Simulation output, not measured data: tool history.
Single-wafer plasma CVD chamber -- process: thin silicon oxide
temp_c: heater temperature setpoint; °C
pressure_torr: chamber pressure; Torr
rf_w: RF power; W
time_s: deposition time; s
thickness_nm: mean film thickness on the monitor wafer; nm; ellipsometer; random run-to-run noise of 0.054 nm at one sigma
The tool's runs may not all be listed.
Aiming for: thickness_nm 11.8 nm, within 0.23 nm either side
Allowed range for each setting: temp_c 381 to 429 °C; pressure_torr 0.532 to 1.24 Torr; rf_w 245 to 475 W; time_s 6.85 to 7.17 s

| run | day | temp_c | pressure_torr | rf_w | time_s | thickness_nm |
|---|---|---|---|---|---|---|
| 1 | 0 | 405 | 0.886 | 360 | 7.17 | 13.621 |
| 2 | 0.029 | 405 | 0.854 | 360 | 7.17 | 13.254 |
| 3 | 0.388 | 415 | 0.854 | 360 | 7.17 | 13.156 |
| 4 | 0.512 | 415 | 0.79 | 360 | 7.17 | 12.14 |
| 5 | 0.804 | 415 | 0.709 | 360 | 7.17 | 10.625 |
| 6 | 0.925 | 415 | 0.725 | 360 | 7.17 | 10.871 |
| 7 | 1.071 | 415 | 0.819 | 365 | 7.17 | 12.643 |
| 8 | 1.429 | 415 | 0.808 | 365 | 7.17 | 12.393 |
| 9 | 1.775 | 415 | 0.8 | 365 | 7.17 | 12.356 |
| 10 | 2.121 | 415 | 0.793 | 365 | 7.17 | 12.167 |
| 11 | 2.208 | 415 | 0.788 | 365 | 7.17 | 12.073 |

Which one of the following 5 next-run settings gets every result inside its allowed miss? There is exactly one.
| A | 2.296 | 429 | 0.853 | 365 | 6.85 | ? |
| B | 2.296 | 418 | 0.842 | 385 | 6.85 | ? |
| C | 2.296 | 413 | 0.79 | 330 | 7.17 | ? |
| D | 2.296 | 400 | 0.844 | 345 | 6.95 | ? |
| E | 2.296 | 408 | 0.842 | 340 | 6.94 | ? |

| move | thickness_nm |
|---|---|
| A | 12.386 |
| B | 12.505 |
| C | 11.672 |
| D | 12.421 |
| E | 12.259 |
A: lands further from the targets than the last run did
B: lands further from the targets than the last run did
C: every result lands within tolerance
D: lands further from the targets than the last run did
E: lands further from the targets than the last run did
Correct choice: C, which meets every target

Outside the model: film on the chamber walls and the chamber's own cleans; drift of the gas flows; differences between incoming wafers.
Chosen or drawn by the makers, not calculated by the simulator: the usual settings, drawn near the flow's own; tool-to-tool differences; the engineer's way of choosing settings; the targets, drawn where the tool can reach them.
